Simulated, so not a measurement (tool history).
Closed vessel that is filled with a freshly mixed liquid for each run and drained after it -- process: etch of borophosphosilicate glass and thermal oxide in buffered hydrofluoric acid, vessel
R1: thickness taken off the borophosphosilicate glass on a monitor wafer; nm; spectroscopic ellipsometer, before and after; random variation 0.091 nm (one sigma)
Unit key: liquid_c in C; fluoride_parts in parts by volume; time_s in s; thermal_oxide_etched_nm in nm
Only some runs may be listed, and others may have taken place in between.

{"run": 1, "day": 0.0, "liquid_c": 20, "fluoride_parts": 14.5, "time_s": 60, "R1": 53.854, "thermal_oxide_etched_nm": 42.832}
{"run": 2, "day": 0.329, "liquid_c": 20, "fluoride_parts": 14.5, "time_s": 75, "R1": 67.078, "thermal_oxide_etched_nm": 53.871}
{"run": 3, "day": 0.475, "liquid_c": 22.5, "fluoride_parts": 14.5, "time_s": 75, "R1": 77.056, "thermal_oxide_etched_nm": 62.2}
{"run": 4, "day": 0.546, "liquid_c": 20, "fluoride_parts": 14.5, "time_s": 75, "R1": 67.001, "thermal_oxide_etched_nm": 53.428}
{"run": 5, "day": 0.642, "liquid_c": 19, "fluoride_parts": 17.5, "time_s": 65, "R1": 46.221, "thermal_oxide_etched_nm": 36.534}
{"day": 0.883, "done": "thermometer replaced"}
{"run": 6, "day": 0.883, "liquid_c": 18.5, "fluoride_parts": 19.5, "time_s": 60, "R1": 32.364, "thermal_oxide_etched_nm": 25.861}
{"run": 7, "day": 1.179, "liquid_c": 18, "fluoride_parts": 21, "time_s": 60, "R1": 29.67, "thermal_oxide_etched_nm": 24.001}

Run 8 has not been measured yet. What should we expect?
{"run": 8, "day": 1.412, "liquid_c": 17.5, "fluoride_parts": 22, "time_s": 60, "R1": "?", "thermal_oxide_etched_nm": "?"}

R1: 28.178 nm
thermal_oxide_etched_nm: 22.341 nm

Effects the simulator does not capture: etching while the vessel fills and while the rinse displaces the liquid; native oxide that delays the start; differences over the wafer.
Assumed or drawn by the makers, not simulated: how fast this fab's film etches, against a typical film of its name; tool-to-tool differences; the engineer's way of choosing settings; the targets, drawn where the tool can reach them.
